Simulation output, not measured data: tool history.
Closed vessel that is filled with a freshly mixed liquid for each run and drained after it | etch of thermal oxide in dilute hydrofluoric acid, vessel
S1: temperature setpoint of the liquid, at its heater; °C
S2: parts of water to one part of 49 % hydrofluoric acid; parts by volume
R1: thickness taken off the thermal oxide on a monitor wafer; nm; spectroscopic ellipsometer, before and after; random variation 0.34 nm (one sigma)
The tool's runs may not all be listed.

run 1 hour=0.0 | S1=22.0 S2=80 time_in_the_liquid_(s)=955 | R1=61.952
run 2 hour=5.3 | S1=22.5 S2=80 time_in_the_liquid_(s)=955 | R1=62.752
run 3 hour=6.1 | S1=23.0 S2=80 time_in_the_liquid_(s)=955 | R1=64.333
run 4 hour=11.9 | S1=23.5 S2=80 time_in_the_liquid_(s)=955 | R1=65.287
run 5 hour=20.9 | S1=23.5 S2=80 time_in_the_liquid_(s)=1025 | R1=69.553
run 6 hour=21.9 | S1=23.5 S2=100 time_in_the_liquid_(s)=1025 | R1=54.829
run 7 hour=30.3 | S1=24.5 S2=100 time_in_the_liquid_(s)=1025 | R1=57.266
-- hour=31.8 hydrofluoric acid flow meter replaced
run 8 hour=31.8 | S1=25.0 S2=100 time_in_the_liquid_(s)=1025 | R1=52.783
run 9 hour=35.7 | S1=25.0 S2=95 time_in_the_liquid_(s)=1025 | R1=55.531

What will run 10 give?
run 10 hour=40.1 | S1=24.0 S2=95 time_in_the_liquid_(s)=1025 | R1=?

Run 10 yielded R1 54.095 nm.

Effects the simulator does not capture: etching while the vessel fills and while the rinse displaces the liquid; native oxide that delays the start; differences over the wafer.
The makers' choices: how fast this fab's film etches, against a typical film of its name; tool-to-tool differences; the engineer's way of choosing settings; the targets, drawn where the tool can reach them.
